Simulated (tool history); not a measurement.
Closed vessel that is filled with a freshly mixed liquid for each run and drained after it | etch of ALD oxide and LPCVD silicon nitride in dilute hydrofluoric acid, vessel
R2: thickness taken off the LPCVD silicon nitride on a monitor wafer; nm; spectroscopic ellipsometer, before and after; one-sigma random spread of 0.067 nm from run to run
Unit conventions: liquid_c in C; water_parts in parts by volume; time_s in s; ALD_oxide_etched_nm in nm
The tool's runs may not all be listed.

Run 1, day 0.000: liquid_c 26 C, water_parts 300 parts by volume, time_s 1060 s. Result: ALD_oxide_etched_nm 33.930 nm, R2 1.7676 nm.
Run 2, day 0.050: liquid_c 28 C, water_parts 300 parts by volume, time_s 1060 s. Result: ALD_oxide_etched_nm 35.843 nm, R2 1.9028 nm.
Run 3, day 0.112: liquid_c 28 C, water_parts 275 parts by volume, time_s 1050 s. Result: ALD_oxide_etched_nm 40.617 nm, R2 2.1308 nm.
Run 4, day 0.279: liquid_c 28 C, water_parts 275 parts by volume, time_s 1350 s. Result: ALD_oxide_etched_nm 52.510 nm, R2 2.7252 nm.
Run 5, day 0.388: liquid_c 28 C, water_parts 275 parts by volume, time_s 1010 s. Result: ALD_oxide_etched_nm 38.785 nm, R2 2.0401 nm.
Run 6, day 0.729: liquid_c 28 C, water_parts 250 parts by volume, time_s 1000 s. Result: ALD_oxide_etched_nm 43.564 nm, R2 2.1633 nm.

For run 7, what comes out?
Run 7, day 0.854: liquid_c 28 C, water_parts 230 parts by volume, time_s 990 s. Result: ALD_oxide_etched_nm ?, R2 ?.

Run 7 came out at ALD_oxide_etched_nm 48.241 nm, R2 2.2765 nm.
